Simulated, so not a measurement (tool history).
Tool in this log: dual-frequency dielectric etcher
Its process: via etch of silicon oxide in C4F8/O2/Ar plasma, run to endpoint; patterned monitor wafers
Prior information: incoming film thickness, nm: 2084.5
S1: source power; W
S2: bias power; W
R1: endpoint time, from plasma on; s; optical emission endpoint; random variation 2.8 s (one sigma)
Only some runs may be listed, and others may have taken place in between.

run,hour,S1,S2,R1
1,0,1730,2444,395.57
2,1.1,1730,2735,382.05
3,6.9,1820,2790,372.96
4,8.7,1820,3099,364.64
5,10.5,1820,2683,376.81
6,17.5,1820,2324,393.04

The next listed run, before its measurement:
7,18.1,1940,2409,?

{"run 7": {"R1": 376.59}}
